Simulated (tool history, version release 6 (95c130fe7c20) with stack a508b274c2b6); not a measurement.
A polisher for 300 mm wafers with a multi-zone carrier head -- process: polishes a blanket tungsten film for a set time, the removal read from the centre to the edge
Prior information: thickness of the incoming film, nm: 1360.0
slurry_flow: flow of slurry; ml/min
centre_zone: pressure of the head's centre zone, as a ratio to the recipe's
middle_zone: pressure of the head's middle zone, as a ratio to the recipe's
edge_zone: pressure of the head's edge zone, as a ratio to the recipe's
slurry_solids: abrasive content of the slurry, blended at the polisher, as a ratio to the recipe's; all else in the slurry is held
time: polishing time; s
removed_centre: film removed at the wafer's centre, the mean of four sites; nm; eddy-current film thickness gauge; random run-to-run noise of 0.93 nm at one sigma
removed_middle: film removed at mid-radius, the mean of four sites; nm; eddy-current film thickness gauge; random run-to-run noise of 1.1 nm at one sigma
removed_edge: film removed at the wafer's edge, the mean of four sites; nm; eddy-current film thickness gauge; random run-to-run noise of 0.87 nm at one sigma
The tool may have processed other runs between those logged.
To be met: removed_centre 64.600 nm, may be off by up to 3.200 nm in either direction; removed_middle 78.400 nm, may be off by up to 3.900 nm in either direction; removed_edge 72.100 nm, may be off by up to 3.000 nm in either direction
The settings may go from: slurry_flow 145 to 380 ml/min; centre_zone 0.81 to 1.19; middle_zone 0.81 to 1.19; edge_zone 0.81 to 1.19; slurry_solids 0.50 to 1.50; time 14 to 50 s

run  hour  slurry_flow  centre_zone  middle_zone  edge_zone  slurry_solids  time  removed_centre  removed_middle  removed_edge
  1   0.0          245         1.00         1.00       1.00           1.00    32         100.850         102.110       104.020
  2   3.4          245         1.00         1.00       1.03           1.00    32         102.610         103.330       105.990
  3  10.8          245         1.06         1.00       1.03           1.00    32         106.990         101.420       105.720
  4  15.8          245         1.06         1.00       1.03           1.00    28          96.374          92.836        93.375
  5  17.2          245         1.06         1.00       1.03           1.10    28         100.090          94.013        95.488
  6  21.4          245         1.03         1.01       1.01           0.95    27          88.520          86.460        86.188
  7  28.0          240         0.98         1.02       0.99           0.90    27          83.250          86.775        85.098
  8  29.9          240         0.95         1.03       0.97           0.85    27          77.594          85.621        82.689
  9  31.1          240         0.93         1.03       0.95           0.80    27          74.049          82.733        79.644
 10  39.0          240         0.91         1.03       0.93           0.80    27          73.486          82.979        77.746
 11  39.7          240         0.89         1.03       0.92           0.80    27          71.539          81.192        80.270
 12  44.1          240         0.88         1.04       0.91           0.75    27          68.228          81.920        75.534
 13  51.6          240         0.88         1.04       0.91           0.75    27          70.935          80.134        77.003
 14  59.5          235         0.87         1.05       0.90           0.75    27          69.374          82.049        75.423

Next run, 5 choices. One meets every target within its allowed miss, the rest don't. Which?
  A  67.4          240         0.97         1.03       0.88           0.85    24               ?               ?             ?
  B  67.4          215         0.85         1.06       0.89           0.65    30               ?               ?             ?
  C  67.4          260         0.81         0.84       0.95           0.85    27               ?               ?             ?
  D  67.4          220         0.84         1.02       0.89           0.80    28               ?               ?             ?
  E  67.4          220         0.83         0.99       0.81           0.95    25               ?               ?             ?

move  removed_centre  removed_middle  removed_edge
   A          72.395          74.511        69.163
   B          70.868          85.180        78.085
   C          68.496          73.796        81.311
   D          70.719          83.746        78.827
   E          66.125          77.672        71.566
A: misses by more than the last run did
B: misses by more than the last run did
C: misses by more than the last run did
D: misses by more than the last run did
E: hits every target within its allowed miss
Answer: E

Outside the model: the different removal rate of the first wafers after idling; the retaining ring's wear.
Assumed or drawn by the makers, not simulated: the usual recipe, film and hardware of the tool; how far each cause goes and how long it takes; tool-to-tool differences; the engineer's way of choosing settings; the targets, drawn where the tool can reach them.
